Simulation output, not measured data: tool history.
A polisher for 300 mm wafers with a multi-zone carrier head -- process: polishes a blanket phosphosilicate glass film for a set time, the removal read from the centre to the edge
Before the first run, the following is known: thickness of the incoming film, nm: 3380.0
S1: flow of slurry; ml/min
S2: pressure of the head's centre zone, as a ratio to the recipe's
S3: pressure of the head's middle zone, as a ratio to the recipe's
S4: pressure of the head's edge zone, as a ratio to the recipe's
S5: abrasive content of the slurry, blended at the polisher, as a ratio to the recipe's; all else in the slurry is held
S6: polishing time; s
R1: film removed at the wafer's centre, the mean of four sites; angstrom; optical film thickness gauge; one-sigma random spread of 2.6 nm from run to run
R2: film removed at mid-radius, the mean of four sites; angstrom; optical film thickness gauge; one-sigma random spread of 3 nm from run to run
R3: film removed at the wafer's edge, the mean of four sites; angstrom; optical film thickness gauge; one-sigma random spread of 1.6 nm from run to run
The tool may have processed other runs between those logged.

run  hour   S1    S2    S3    S4    S5  S6      R1      R2      R3
  1   0.0  260  1.00  1.00  1.00  1.00  31  3223.0  3331.9  3255.8
  2   8.6  260  1.04  1.00  1.00  1.00  31  3377.2  3286.2  3248.0
  3  15.5  260  1.04  0.93  1.00  1.00  31  3349.3  3143.1  3269.8
  4  23.9  260  1.04  0.93  1.07  1.00  31  3399.6  3222.9  3360.4
  5  24.5  260  1.04  0.93  1.07  1.15  31  3431.2  3273.1  3465.3
  6  28.3  255  1.02  0.94  1.05  1.00  29  3130.4  2963.8  3115.1

Expected results for the next run?
  7  29.0  255  0.99  0.96  1.03  0.90  27   ?   ?   ?

R1: 2667.0 angstrom
R2: 2686.4 angstrom
R3: 2757.7 angstrom

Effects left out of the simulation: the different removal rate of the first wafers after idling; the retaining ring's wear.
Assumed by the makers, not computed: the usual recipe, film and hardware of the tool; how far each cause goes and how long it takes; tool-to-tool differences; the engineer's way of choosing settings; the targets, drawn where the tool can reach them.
